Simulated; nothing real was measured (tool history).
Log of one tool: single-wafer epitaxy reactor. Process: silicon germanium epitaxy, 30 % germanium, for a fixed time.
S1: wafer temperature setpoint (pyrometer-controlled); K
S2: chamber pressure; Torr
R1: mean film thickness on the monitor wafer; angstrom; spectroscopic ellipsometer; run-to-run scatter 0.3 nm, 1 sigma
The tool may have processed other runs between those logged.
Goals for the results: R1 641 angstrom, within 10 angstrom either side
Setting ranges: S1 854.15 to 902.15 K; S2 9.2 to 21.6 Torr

run	hour	S1	S2	R1
1	0	878.15	15.4	583.13
2	5.9	878.15	12.8	557.14
3	12.1	880.15	12.8	578.53
4	16.8	874.15	12.8	508.21
5	22.7	874.15	11.7	500.44
6	29.1	877.15	11.7	528.93
7	34.7	879.15	11.7	550.81
8	43.5	881.15	11.7	576.58
9	51.9	882.15	11.7	589.34
10	54.8	887.15	11.8	654.58

Next run, 5 choices. One meets every target within its allowed miss, the rest don't. Which?
A	57.7	889.15	11.6	?
B	57.7	891.15	10.6	?
C	57.7	883.15	17.2	?
D	57.7	889.15	9.4	?
E	57.7	887.15	13.4	?

move	R1
A	678.4
B	688.31
C	676.72
D	640.03
E	679.7
A: its largest miss is bigger than the last run's
B: its largest miss is bigger than the last run's
C: its largest miss is bigger than the last run's
D: meets every target
E: its largest miss is bigger than the last run's
D meets every target.
